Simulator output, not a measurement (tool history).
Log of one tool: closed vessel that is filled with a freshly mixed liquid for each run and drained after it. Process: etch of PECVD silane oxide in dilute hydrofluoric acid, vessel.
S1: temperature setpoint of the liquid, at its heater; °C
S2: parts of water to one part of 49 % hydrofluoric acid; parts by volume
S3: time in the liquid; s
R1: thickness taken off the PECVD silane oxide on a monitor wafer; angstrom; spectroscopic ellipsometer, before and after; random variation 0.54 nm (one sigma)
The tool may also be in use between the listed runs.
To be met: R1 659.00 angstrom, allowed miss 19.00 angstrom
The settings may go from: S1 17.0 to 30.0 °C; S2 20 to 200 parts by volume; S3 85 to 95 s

run  hour    S1   S2  S3      R1
  1   0.0  22.0  110  85  327.98
  2   2.9  23.5  100  85  380.46
  3   6.1  24.5   95  85  416.96
  4   7.2  28.0   95  85  490.36
  5   9.4  28.5   90  85  533.62
  6  14.3  29.0   85  85  567.36
  7  21.6  29.5   80  85  612.62
  8  23.0  29.5   80  85  617.56
  9  26.1  29.5   80  85  619.39
 10  28.1  30.0   80  85  632.75
 11  29.8  30.0   75  85  677.90
     34.2  -- hydrofluoric acid flow meter replaced
 12  34.2  29.0   75  85  604.34
 13  40.3  29.5   70  85  677.09

4 next moves are on the table. One of them brings every result within its allowed miss. Which?
  A  46.4  29.0  70  85   ?
  B  46.4  25.5  65  95   ?
  C  46.4  28.0  70  95   ?
  D  46.4  29.0  65  85   ?

move      R1
   A  665.29
   B  702.24
   C  715.11
   D  721.70
A: meets every target
B: further off than the last run
C: further off than the last run
D: further off than the last run
Move A is the one to make.
